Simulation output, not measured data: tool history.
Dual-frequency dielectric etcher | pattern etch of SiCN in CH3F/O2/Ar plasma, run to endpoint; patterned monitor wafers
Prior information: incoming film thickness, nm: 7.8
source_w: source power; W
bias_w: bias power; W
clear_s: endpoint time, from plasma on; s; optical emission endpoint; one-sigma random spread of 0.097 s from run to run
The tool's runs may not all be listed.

run,hour,source_w,bias_w,clear_s
1,0.0,380,80,18.874
2,5.4,380,91,18.050
3,13.5,410,91,17.491
4,17.7,460,91,16.667
5,20.4,520,91,15.981
6,26.7,430,78,18.328
7,27.5,370,69,20.511
8,29.9,330,63,22.118

Forecast run 9:
9,34.0,300,60,?

{"run 9": {"clear_s": 23.489}}
